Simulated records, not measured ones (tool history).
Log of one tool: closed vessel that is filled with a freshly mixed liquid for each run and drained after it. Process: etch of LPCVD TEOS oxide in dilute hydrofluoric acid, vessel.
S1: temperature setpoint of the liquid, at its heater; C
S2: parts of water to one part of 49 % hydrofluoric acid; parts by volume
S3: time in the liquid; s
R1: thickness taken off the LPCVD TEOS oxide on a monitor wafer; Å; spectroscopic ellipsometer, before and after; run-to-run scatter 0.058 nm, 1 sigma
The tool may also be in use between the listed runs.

run 1 hour=0.0 | S1=21.0 S2=95 S3=30 | R1=82.530
run 2 hour=8.0 | S1=21.0 S2=80 S3=30 | R1=99.685
run 3 hour=17.2 | S1=20.5 S2=85 S3=30 | R1=89.027
run 4 hour=24.3 | S1=20.0 S2=90 S3=30 | R1=82.443
run 5 hour=27.0 | S1=20.0 S2=90 S3=30 | R1=82.733
run 6 hour=35.3 | S1=20.0 S2=90 S3=30 | R1=82.785
run 7 hour=39.1 | S1=19.5 S2=95 S3=30 | R1=77.674
run 8 hour=45.7 | S1=19.0 S2=100 S3=30 | R1=70.770
run 9 hour=47.6 | S1=18.5 S2=100 S3=30 | R1=69.234

The next listed run, before its measurement:
run 10 hour=49.9 | S1=17.5 S2=105 S3=30 | R1=?

Run 10 gave R1 63.094 Å.
